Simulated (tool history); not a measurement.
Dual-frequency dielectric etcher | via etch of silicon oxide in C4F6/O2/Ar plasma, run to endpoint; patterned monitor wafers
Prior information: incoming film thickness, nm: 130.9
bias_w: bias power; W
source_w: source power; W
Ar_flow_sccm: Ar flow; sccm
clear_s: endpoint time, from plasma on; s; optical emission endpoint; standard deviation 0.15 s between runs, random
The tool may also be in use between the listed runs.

run    day  bias_w  source_w  Ar_flow_sccm  clear_s
  1      0     533       430           242   29.877
  2  0.054     509       420           243     30.6
  3  0.271     489       420           244   31.258
  4  0.488     475       420           244   31.623
  5   0.55     463       420           244   32.158
  6  0.717     455       420           244   32.303
  7   1.05     447       420           244   32.621

The next listed run, before its measurement:
  8  1.108     441       420           244        ?

Run 8 produced clear_s 32.88 s.

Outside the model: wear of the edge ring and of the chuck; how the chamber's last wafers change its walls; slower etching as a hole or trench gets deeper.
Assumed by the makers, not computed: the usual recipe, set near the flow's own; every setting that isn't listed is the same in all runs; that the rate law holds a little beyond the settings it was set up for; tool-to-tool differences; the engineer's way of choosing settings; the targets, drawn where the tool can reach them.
